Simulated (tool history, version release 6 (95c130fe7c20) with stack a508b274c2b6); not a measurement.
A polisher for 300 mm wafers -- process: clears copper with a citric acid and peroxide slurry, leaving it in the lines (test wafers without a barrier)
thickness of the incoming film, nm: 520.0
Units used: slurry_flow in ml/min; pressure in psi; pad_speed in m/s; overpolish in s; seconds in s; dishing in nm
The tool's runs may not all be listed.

run,hour,slurry_flow,pressure,pad_speed,slurry_solids,overpolish,seconds,dishing
1,0.0,260,4.0,1.28,1.00,13,155.25,31.374
2,6.0,290,4.0,1.28,1.00,13,151.28,31.277
3,14.7,290,3.5,1.28,1.00,13,166.75,29.845
4,17.0,295,4.0,1.28,1.00,14,152.10,33.480
5,23.7,295,4.0,1.28,1.00,11,151.37,26.687
6,30.6,295,4.0,1.28,0.90,11,154.89,25.000
7,36.3,290,4.3,1.30,0.95,12,145.10,30.666
8,45.2,290,4.6,1.32,0.95,13,140.74,34.796
9,52.6,290,4.9,1.38,0.95,13,132.49,35.483
10,54.6,290,5.1,1.44,0.95,14,121.94,40.191

For run 11, what comes out?
11,58.4,290,5.3,1.46,0.95,15,?,?

seconds: 118.75 s
dishing: 44.307 nm

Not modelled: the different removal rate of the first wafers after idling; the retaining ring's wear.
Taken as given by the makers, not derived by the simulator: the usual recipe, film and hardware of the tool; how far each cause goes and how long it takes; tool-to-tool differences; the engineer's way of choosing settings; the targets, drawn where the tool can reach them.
